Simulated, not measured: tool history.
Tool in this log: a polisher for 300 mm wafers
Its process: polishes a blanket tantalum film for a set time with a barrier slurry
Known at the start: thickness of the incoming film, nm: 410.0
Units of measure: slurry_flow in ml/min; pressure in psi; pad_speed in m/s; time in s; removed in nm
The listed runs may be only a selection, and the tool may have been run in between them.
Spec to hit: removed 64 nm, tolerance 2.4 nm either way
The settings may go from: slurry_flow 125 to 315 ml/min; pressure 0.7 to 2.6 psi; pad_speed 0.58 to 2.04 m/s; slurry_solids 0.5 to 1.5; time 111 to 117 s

run	hour	slurry_flow	pressure	pad_speed	slurry_solids	time	removed
1	0	205	1.6	1.3	1	111	188.69
2	5.2	205	1.4	1.18	1	111	158.33
3	13.5	205	1.4	1.18	0.85	111	149.14
4	21.5	205	1.4	1.18	0.7	111	141.26
5	28.2	205	1.4	1.18	0.85	111	152.18
6	34.1	205	1.4	1.46	0.85	111	179.57
7	37.5	200	1.3	1.3	0.8	111	150.79
8	39.2	200	1.2	1.16	0.75	111	123.88
9	45.1	200	1.1	1.08	0.75	111	108.83
10	51.8	200	1	1.02	0.75	111	91.811

Consider the 5 candidate settings below. Which is the only one whose results all fall within their allowed miss of target?
A	58.5	195	1	0.64	0.65	112	?
B	58.5	145	0.7	0.94	0.75	117	?
C	58.5	190	1	0.78	0.7	111	?
D	58.5	210	0.7	0.9	0.6	111	?
E	58.5	185	0.9	0.92	0.55	111	?

move	removed
A	56.498
B	61.956
C	68.612
D	55.656
E	68.398
A: pushes the last run's worst result past its target
B: meets every target
C: moves toward the targets from the last run without getting all of them in spec
D: pushes the last run's worst result past its target
E: moves toward the targets from the last run without getting all of them in spec
B meets every target.
